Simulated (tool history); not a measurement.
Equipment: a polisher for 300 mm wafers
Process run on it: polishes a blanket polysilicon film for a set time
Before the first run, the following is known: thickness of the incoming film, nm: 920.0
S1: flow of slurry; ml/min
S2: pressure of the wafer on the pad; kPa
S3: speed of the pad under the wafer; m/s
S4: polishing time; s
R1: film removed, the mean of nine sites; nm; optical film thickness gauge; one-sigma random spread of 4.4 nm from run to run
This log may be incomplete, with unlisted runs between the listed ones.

Run 1, hour 0.0: S1 305 ml/min, S2 11.7 kPa, S3 1.12 m/s, S4 85 s. Result: R1 433.43 nm.
Run 2, hour 5.0: S1 305 ml/min, S2 11.0 kPa, S3 1.12 m/s, S4 85 s. Result: R1 423.99 nm.
Run 3, hour 10.2: S1 305 ml/min, S2 10.3 kPa, S3 1.12 m/s, S4 85 s. Result: R1 404.86 nm.
Run 4, hour 12.8: S1 305 ml/min, S2 10.3 kPa, S3 1.12 m/s, S4 89 s. Result: R1 409.34 nm.
Run 5, hour 15.0: S1 305 ml/min, S2 10.3 kPa, S3 1.12 m/s, S4 85 s. Result: R1 406.73 nm.
Run 6, hour 23.4: S1 305 ml/min, S2 9.0 kPa, S3 1.12 m/s, S4 85 s. Result: R1 365.90 nm.

Predict the results of run 7:
Run 7, hour 24.6: S1 305 ml/min, S2 8.3 kPa, S3 1.12 m/s, S4 85 s. Result: R1 ?.

Run 7 measured R1 346.48 nm.
